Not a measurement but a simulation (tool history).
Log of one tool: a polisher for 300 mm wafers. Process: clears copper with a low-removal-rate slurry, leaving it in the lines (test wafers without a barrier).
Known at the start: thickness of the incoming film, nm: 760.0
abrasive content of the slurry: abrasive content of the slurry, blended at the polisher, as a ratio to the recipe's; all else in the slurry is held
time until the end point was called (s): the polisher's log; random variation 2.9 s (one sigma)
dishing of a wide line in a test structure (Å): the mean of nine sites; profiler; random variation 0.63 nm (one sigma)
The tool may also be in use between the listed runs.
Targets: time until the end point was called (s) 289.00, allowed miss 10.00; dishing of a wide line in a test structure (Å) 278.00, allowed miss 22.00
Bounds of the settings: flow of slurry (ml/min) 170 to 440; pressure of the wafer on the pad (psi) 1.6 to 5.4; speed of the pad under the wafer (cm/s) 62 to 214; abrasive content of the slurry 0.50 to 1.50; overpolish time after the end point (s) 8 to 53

| run | hour | flow of slurry (ml/min) | pressure of the wafer on the pad (psi) | speed of the pad under the wafer (cm/s) | abrasive content of the slurry | overpolish time after the end point (s) | time until the end point was called (s) | dishing of a wide line in a test structure (Å) |
|---|---|---|---|---|---|---|---|---|
| 1 | 0.0 | 280 | 3.5 | 138 | 1.00 | 27 | 151.10 | 656.56 |
| 2 | 3.5 | 280 | 4.2 | 138 | 1.00 | 27 | 127.24 | 694.43 |
| 3 | 11.9 | 280 | 4.2 | 138 | 1.00 | 16 | 125.71 | 578.46 |
| 4 | 18.7 | 280 | 4.9 | 138 | 1.00 | 16 | 110.68 | 667.74 |
| 5 | 24.4 | 250 | 4.9 | 138 | 1.00 | 16 | 107.40 | 618.93 |
| 6 | 31.5 | 250 | 5.4 | 138 | 1.00 | 16 | 101.14 | 653.20 |
| 7 | 34.9 | 235 | 4.8 | 130 | 1.00 | 15 | 117.83 | 571.40 |
| 8 | 35.8 | 230 | 4.3 | 124 | 1.00 | 14 | 138.31 | 506.37 |
| 9 | 44.3 | 225 | 3.9 | 120 | 1.00 | 13 | 158.55 | 420.90 |
| 10 | 50.6 | 225 | 3.5 | 118 | 1.00 | 14 | 176.90 | 430.50 |
| 11 | 52.6 | 220 | 3.2 | 116 | 1.00 | 13 | 199.04 | 363.48 |
| 12 | 60.0 | 220 | 3.0 | 116 | 1.00 | 13 | 212.57 | 362.46 |
| 13 | 66.9 | 220 | 2.0 | 110 | 1.00 | 8 | 321.91 | 160.74 |
| 14 | 73.8 | 215 | 2.1 | 108 | 1.00 | 10 | 309.94 | 199.60 |
| 15 | 81.1 | 210 | 2.1 | 108 | 1.00 | 11 | 314.95 | 225.57 |
| 16 | 84.4 | 210 | 2.1 | 108 | 1.00 | 11 | 315.02 | 202.46 |
| 17 | 88.3 | 210 | 2.2 | 108 | 1.00 | 12 | 299.42 | 238.85 |
| 18 | 91.6 | 210 | 2.4 | 106 | 1.00 | 18 | 285.26 | 358.07 |
| 19 | 99.5 | 220 | 2.4 | 106 | 1.00 | 18 | 278.75 | 347.80 |
| 20 | 102.7 | 270 | 2.1 | 108 | 1.00 | 8 | 310.86 | 165.00 |

4 next moves are on the table. One of them brings every result within its allowed miss. Which?
| A | 105.9 | 275 | 1.7 | 132 | 0.85 | 16 | ? | ? |
| B | 105.9 | 340 | 1.7 | 124 | 1.00 | 19 | ? | ? |
| C | 105.9 | 170 | 2.0 | 104 | 0.95 | 22 | ? | ? |
| D | 105.9 | 285 | 2.2 | 116 | 0.85 | 14 | ? | ? |

| move | time until the end point was called (s) | dishing of a wide line in a test structure (Å) |
|---|---|---|
| A | 322.30 | 277.66 |
| B | 324.64 | 314.04 |
| C | 345.44 | 338.80 |
| D | 283.97 | 281.38 |
A: brings the result that was furthest off to its target, and leaves another outside
B: takes the result that was furthest off past its target
C: takes the result that was furthest off past its target
D: meets every target
The right move is D.
